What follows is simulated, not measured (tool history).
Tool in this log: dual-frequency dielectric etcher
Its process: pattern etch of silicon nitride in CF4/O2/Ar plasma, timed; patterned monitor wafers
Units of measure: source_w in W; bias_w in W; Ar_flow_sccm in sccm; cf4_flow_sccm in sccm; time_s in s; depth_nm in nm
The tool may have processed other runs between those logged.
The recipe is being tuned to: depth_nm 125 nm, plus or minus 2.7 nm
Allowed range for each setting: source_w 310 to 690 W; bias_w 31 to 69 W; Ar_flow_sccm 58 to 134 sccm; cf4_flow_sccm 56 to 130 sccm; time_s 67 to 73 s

run 1 hour=0 | source_w=500 bias_w=50 Ar_flow_sccm=96 cf4_flow_sccm=93 time_s=73 | depth_nm=137.12
run 2 hour=0.8 | source_w=490 bias_w=50 Ar_flow_sccm=96 cf4_flow_sccm=93 time_s=73 | depth_nm=136.77
run 3 hour=6 | source_w=490 bias_w=50 Ar_flow_sccm=87 cf4_flow_sccm=93 time_s=73 | depth_nm=139.69
run 4 hour=8.5 | source_w=480 bias_w=50 Ar_flow_sccm=87 cf4_flow_sccm=93 time_s=73 | depth_nm=136.05
run 5 hour=14.8 | source_w=480 bias_w=57 Ar_flow_sccm=87 cf4_flow_sccm=93 time_s=73 | depth_nm=143.84
run 6 hour=23.2 | source_w=480 bias_w=57 Ar_flow_sccm=87 cf4_flow_sccm=106 time_s=73 | depth_nm=143.58
-- hour=24.5 bias power generator calibrated
run 7 hour=24.5 | source_w=470 bias_w=57 Ar_flow_sccm=87 cf4_flow_sccm=106 time_s=73 | depth_nm=140.13
run 8 hour=28.8 | source_w=460 bias_w=57 Ar_flow_sccm=87 cf4_flow_sccm=106 time_s=73 | depth_nm=139.07
run 9 hour=30.8 | source_w=450 bias_w=57 Ar_flow_sccm=87 cf4_flow_sccm=106 time_s=73 | depth_nm=137.38
run 10 hour=31.5 | source_w=440 bias_w=57 Ar_flow_sccm=87 cf4_flow_sccm=106 time_s=73 | depth_nm=134.6

Pick the move, out of 4, that brings all results within their allowed miss; only one does.
run A hour=32.2 | source_w=380 bias_w=64 Ar_flow_sccm=79 cf4_flow_sccm=101 time_s=69 | depth_nm=?
run B hour=32.2 | source_w=410 bias_w=53 Ar_flow_sccm=104 cf4_flow_sccm=107 time_s=70.5 | depth_nm=?
run C hour=32.2 | source_w=460 bias_w=54 Ar_flow_sccm=90 cf4_flow_sccm=95 time_s=68 | depth_nm=?
run D hour=32.2 | source_w=390 bias_w=58 Ar_flow_sccm=84 cf4_flow_sccm=92 time_s=69.5 | depth_nm=?

move=A depth_nm=120.71
move=B depth_nm=118.58
move=C depth_nm=125.13
move=D depth_nm=117.69
A: the result that was furthest off in the last run now lies on the other side of its target
B: the result that was furthest off in the last run now lies on the other side of its target
C: all results land within tolerance of their targets
D: the result that was furthest off in the last run now lies on the other side of its target
Move C is the one to make.

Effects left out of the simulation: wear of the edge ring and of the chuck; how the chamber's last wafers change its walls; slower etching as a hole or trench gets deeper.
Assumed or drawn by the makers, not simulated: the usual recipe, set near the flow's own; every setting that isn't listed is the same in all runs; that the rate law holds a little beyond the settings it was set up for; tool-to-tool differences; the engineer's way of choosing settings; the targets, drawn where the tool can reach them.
